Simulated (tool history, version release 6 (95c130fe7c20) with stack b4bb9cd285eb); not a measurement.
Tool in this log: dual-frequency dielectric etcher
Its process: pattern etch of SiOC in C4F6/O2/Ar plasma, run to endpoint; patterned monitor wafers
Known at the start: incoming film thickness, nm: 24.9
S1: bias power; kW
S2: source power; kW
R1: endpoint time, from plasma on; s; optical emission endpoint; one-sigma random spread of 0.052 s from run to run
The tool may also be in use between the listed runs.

Run 1, hour 0.0: S1 0.592 kW, S2 0.250 kW. Result: R1 9.4601 s.
Run 2, hour 0.8: S1 0.613 kW, S2 0.250 kW. Result: R1 9.4178 s.
Run 3, hour 7.7: S1 0.632 kW, S2 0.260 kW. Result: R1 9.1822 s.
Run 4, hour 14.2: S1 0.564 kW, S2 0.260 kW. Result: R1 9.6006 s.
Run 5, hour 15.5: S1 0.588 kW, S2 0.260 kW. Result: R1 9.3742 s.
Run 6, hour 23.4: S1 0.588 kW, S2 0.220 kW. Result: R1 10.0480 s.
Run 7, hour 32.3: S1 0.611 kW, S2 0.230 kW. Result: R1 9.5320 s.
Run 8, hour 38.8: S1 0.632 kW, S2 0.230 kW. Result: R1 9.5205 s.
Run 9, hour 43.2: S1 0.651 kW, S2 0.230 kW. Result: R1 9.4270 s.

What will run 10 give?
Run 10, hour 46.3: S1 0.668 kW, S2 0.230 kW. Result: R1 ?.

R1: 9.2892 s

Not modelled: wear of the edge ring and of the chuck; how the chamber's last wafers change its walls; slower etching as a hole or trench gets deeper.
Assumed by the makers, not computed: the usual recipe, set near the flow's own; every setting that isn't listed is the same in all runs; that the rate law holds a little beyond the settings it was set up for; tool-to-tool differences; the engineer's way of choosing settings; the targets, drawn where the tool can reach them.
